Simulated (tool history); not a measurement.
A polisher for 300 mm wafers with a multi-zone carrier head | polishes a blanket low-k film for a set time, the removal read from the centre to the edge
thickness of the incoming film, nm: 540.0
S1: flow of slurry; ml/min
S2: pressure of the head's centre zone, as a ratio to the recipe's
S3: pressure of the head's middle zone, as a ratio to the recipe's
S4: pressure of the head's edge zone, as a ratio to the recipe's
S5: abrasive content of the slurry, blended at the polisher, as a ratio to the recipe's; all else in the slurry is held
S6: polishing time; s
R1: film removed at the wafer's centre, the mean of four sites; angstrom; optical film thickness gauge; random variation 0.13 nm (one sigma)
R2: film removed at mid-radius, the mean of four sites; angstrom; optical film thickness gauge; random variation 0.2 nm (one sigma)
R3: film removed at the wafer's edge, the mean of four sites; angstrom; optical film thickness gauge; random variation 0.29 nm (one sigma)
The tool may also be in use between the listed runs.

run 1 hour=0.0 | S1=140 S2=1.00 S3=1.00 S4=1.00 S5=1.00 S6=48 | R1=159.26 R2=159.71 R3=163.68
run 2 hour=8.4 | S1=155 S2=1.03 S3=0.98 S4=1.05 S5=1.05 S6=48 | R1=172.20 R2=162.17 R3=175.52
run 3 hour=10.7 | S1=170 S2=1.04 S3=0.98 S4=1.07 S5=1.05 S6=48 | R1=175.38 R2=167.52 R3=174.86
run 4 hour=16.0 | S1=170 S2=1.04 S3=0.92 S4=1.07 S5=1.05 S6=48 | R1=177.26 R2=160.19 R3=177.45
run 5 hour=24.4 | S1=175 S2=1.05 S3=0.92 S4=1.10 S5=1.10 S6=48 | R1=183.15 R2=161.16 R3=180.36
run 6 hour=30.0 | S1=180 S2=1.05 S3=0.92 S4=1.12 S5=1.15 S6=48 | R1=185.92 R2=166.38 R3=186.93

Forecast run 7:
run 7 hour=31.9 | S1=185 S2=1.06 S3=0.91 S4=1.13 S5=1.15 S6=48 | R1=? R2=? R3=?

{"run 7": {"R1": 188.45, "R2": 165.34, "R3": 184.14}}

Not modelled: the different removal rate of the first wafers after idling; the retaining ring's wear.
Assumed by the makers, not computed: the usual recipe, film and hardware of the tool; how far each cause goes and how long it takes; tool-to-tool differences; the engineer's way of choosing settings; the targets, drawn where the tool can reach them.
